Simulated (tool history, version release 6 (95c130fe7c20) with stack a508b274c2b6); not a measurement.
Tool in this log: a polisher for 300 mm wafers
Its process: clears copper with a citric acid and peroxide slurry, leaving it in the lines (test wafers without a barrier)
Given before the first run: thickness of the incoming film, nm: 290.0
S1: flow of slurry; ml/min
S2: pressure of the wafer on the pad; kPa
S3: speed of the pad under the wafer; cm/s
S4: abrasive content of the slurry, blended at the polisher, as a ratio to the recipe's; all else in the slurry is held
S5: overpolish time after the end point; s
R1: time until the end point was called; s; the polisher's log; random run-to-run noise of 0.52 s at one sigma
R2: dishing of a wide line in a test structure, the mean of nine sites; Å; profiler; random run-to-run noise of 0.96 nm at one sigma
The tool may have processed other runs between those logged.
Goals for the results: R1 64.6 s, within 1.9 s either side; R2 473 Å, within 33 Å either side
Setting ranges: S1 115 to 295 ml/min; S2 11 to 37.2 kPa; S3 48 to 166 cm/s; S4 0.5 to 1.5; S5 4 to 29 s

run,hour,S1,S2,S3,S4,S5,R1,R2
1,0,190,24.1,106,1,15,86.998,336.5
2,7.8,190,24.1,106,1,13,87.759,286.29
3,8.4,195,25.5,106,1,14,82.744,338.4
4,14.4,195,25.5,106,1,8,82.939,206.72
5,19.3,195,26.9,106,1,10,78.938,263.66
6,25.4,195,26.9,106,1,5,78.213,139.2
7,26.1,195,28.3,106,1,7,74.507,199
8,27.9,195,29,106,1,9,73.153,251.56

Exactly one of the 5 candidate moves below puts every result within its allowed miss. Which one?
A,29.7,170,26.9,100,0.9,8,?,?
B,29.7,170,22.8,112,0.95,4,?,?
C,29.7,225,26.9,130,0.95,17,?,?
D,29.7,190,29,108,1.2,12,?,?
E,29.7,260,36.5,80,1,14,?,?

move,R1,R2
A,88.866,202.17
B,91.969,102.76
C,65.043,486.59
D,68.851,357.61
E,74.839,382.62
A: the biggest miss grows against the last run
B: the biggest miss grows against the last run
C: all results in spec
D: nearer the targets than the last run, but a result is still out of spec
E: nearer the targets than the last run, but a result is still out of spec
The move that meets every target is C.
